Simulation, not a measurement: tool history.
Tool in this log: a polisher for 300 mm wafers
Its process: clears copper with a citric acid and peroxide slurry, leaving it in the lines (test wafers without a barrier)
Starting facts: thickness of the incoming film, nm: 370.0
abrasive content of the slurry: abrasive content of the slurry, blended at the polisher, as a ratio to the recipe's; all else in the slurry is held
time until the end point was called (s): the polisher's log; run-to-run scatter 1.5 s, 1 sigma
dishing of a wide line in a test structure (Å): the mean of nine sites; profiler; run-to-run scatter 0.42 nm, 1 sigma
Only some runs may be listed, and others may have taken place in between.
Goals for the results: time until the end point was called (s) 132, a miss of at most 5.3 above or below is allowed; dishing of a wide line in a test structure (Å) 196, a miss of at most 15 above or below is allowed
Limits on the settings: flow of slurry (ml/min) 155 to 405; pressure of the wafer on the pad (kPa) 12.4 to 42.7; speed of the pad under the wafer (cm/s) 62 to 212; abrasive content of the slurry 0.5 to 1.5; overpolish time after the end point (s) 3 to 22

| run | day | flow of slurry (ml/min) | pressure of the wafer on the pad (kPa) | speed of the pad under the wafer (cm/s) | abrasive content of the slurry | overpolish time after the end point (s) | time until the end point was called (s) | dishing of a wide line in a test structure (Å) |
|---|---|---|---|---|---|---|---|---|
| 1 | 0 | 260 | 27.6 | 136 | 1 | 11 | 102.52 | 265.54 |
| 2 | 0.338 | 310 | 27.6 | 136 | 1 | 11 | 100.83 | 275.62 |
| 3 | 0.688 | 310 | 31.7 | 136 | 1 | 11 | 88.995 | 329.53 |
| 4 | 0.996 | 310 | 31.7 | 136 | 1.1 | 11 | 84.907 | 327.68 |
| 5 | 1.242 | 310 | 35.2 | 136 | 1.1 | 11 | 77.374 | 367.57 |
| 6 | 1.496 | 310 | 35.2 | 152 | 1.1 | 11 | 68.947 | 401.51 |
| 7 | 1.583 | 310 | 35.2 | 152 | 1.1 | 11 | 69.619 | 389.94 |
| 8 | 1.808 | 310 | 35.2 | 152 | 1.1 | 11 | 68.334 | 392.31 |
| 9 | 1.996 | 305 | 29 | 150 | 1.1 | 11 | 83.782 | 326.15 |

5 candidate next runs follow, results not yet known. Just one meets every target within its allowed miss. Identify it.
| A | 2.183 | 345 | 34.5 | 186 | 1.45 | 18 | ? | ? |
| B | 2.183 | 330 | 36.5 | 152 | 0.9 | 12 | ? | ? |
| C | 2.183 | 295 | 22.1 | 116 | 0.95 | 14 | ? | ? |
| D | 2.183 | 300 | 20 | 158 | 0.95 | 7 | ? | ? |
| E | 2.183 | 270 | 18.6 | 158 | 0.95 | 10 | ? | ? |

| move | time until the end point was called (s) | dishing of a wide line in a test structure (Å) |
|---|---|---|
| A | 55.04 | 686.35 |
| B | 70.755 | 411.94 |
| C | 147.91 | 243.28 |
| D | 122.01 | 153.23 |
| E | 132.1 | 197.6 |
A: the biggest miss grows against the last run
B: the biggest miss grows against the last run
C: takes the result that was furthest off past its target
D: moves toward the targets from the last run without getting all of them in spec
E: meets every target
E meets every target.

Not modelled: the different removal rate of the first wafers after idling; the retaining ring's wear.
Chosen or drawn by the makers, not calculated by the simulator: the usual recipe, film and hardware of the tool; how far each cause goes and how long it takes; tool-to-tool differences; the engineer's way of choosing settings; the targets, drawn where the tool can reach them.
